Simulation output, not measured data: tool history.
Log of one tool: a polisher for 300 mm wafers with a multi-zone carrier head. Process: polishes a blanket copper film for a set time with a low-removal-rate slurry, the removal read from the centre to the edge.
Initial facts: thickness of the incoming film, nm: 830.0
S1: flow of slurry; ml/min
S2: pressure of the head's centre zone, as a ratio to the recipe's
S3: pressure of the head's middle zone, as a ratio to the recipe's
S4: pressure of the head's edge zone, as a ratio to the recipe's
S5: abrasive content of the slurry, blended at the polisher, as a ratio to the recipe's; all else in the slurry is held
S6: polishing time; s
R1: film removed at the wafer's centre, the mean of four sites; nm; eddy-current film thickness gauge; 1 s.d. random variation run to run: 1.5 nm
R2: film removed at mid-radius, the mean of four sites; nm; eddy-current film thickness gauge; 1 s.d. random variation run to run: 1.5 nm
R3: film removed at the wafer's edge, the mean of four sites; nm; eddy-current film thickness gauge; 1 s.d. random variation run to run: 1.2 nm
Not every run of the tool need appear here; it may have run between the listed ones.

run  hour   S1    S2    S3    S4    S5  S6      R1      R2      R3
  1     0  210     1     1     1     1  53  165.96  174.72  170.34
  2   4.3  210     1  0.96     1     1  53  167.41  168.13  165.31
  3   9.3  210     1  0.96  0.93     1  53  169.31  171.15  160.65
  4  14.3  210  0.99  0.96  0.91  0.95  51  162.41  160.36  156.21
  5  19.2  210  0.99  0.96  0.84  0.95  51  159.68  160.09  150.06
  6  26.7  210  0.99  0.96  0.84   0.8  51  156.78  159.86  146.22
  7  35.6  210  0.99  0.97  0.84  0.75  49  151.92  151.37  138.86
  8    44  210  0.98  0.98  0.84   0.7  47  141.16  145.77  132.76
  9  52.4  210  0.98  0.99  0.84  0.65  46  135.23  141.31  128.14

Expected results for the next run?
 10  53.4  210  0.98   1  0.84  0.65  45   ?   ?   ?

{"run 10": {"R1": 132.5, "R2": 141.45, "R3": 127.31}}
